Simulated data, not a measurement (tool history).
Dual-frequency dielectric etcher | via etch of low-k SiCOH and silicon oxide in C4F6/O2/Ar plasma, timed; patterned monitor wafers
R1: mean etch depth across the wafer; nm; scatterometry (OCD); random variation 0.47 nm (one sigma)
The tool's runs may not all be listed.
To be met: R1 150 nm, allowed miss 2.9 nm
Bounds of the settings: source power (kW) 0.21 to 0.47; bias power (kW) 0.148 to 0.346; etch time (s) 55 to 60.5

{"run": 1, "hour": 0.0, "source power (kW)": 0.34, "bias power (kW)": 0.247, "etch time (s)": 60.5, "R1": 173.59}
{"run": 2, "hour": 2.4, "source power (kW)": 0.31, "bias power (kW)": 0.242, "etch time (s)": 60.5, "R1": 164.16}
{"run": 3, "hour": 8.1, "source power (kW)": 0.36, "bias power (kW)": 0.242, "etch time (s)": 60.5, "R1": 175.18}
{"run": 4, "hour": 9.2, "source power (kW)": 0.42, "bias power (kW)": 0.242, "etch time (s)": 60.5, "R1": 188.25}
{"run": 5, "hour": 14.5, "source power (kW)": 0.38, "bias power (kW)": 0.235, "etch time (s)": 60.5, "R1": 178.61}
{"run": 6, "hour": 22.3, "source power (kW)": 0.38, "bias power (kW)": 0.235, "etch time (s)": 55, "R1": 162.54}
{"run": 7, "hour": 26.8, "source power (kW)": 0.36, "bias power (kW)": 0.233, "etch time (s)": 55, "R1": 157.66}
{"run": 8, "hour": 29.4, "source power (kW)": 0.36, "bias power (kW)": 0.233, "etch time (s)": 55, "R1": 157.55}

Which of these 4 next moves meets every target?
{"run": "A", "hour": 32.0, "source power (kW)": 0.31, "bias power (kW)": 0.262, "etch time (s)": 56.5, "R1": "?"}
{"run": "B", "hour": 32.0, "source power (kW)": 0.41, "bias power (kW)": 0.226, "etch time (s)": 56, "R1": "?"}
{"run": "C", "hour": 32.0, "source power (kW)": 0.37, "bias power (kW)": 0.25, "etch time (s)": 55, "R1": "?"}
{"run": "D", "hour": 32.0, "source power (kW)": 0.41, "bias power (kW)": 0.166, "etch time (s)": 55, "R1": "?"}

move=A R1=157.86
move=B R1=167.73
move=C R1=163.04
move=D R1=149.76
A: as far off as the last run
B: further off than the last run
C: further off than the last run
D: meets every target
Move D is the one to make.
